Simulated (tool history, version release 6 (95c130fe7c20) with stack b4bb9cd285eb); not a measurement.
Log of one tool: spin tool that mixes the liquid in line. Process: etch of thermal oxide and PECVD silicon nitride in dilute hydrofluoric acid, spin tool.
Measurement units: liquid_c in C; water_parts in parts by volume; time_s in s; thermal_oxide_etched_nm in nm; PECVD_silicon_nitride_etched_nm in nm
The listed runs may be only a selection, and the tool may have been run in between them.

run	hour	liquid_c	water_parts	time_s	thermal_oxide_etched_nm	PECVD_silicon_nitride_etched_nm
1	0	24	45	180	22.313	9.5436
2	4.6	23	50	180	19.245	7.9807
3	11.4	20.5	50	180	17.525	6.7945
4	16.4	20.5	50	105	10.092	3.9466
5	22.2	22	50	105	11.048	4.3407
6	28.4	22.5	50	105	11.02	4.4944
7	29.2	22.5	45	105	12.458	4.9553
8	37.8	23	45	105	12.522	5.2205
9	46.1	22.5	45	105	12.498	4.973
10	47.2	23	45	105	12.628	5.1425

What does the tool deliver on the next run?
11	48.7	22.5	40	105	?	?

{"run 11": {"thermal_oxide_etched_nm": 14.064, "PECVD_silicon_nitride_etched_nm": 5.5653}}

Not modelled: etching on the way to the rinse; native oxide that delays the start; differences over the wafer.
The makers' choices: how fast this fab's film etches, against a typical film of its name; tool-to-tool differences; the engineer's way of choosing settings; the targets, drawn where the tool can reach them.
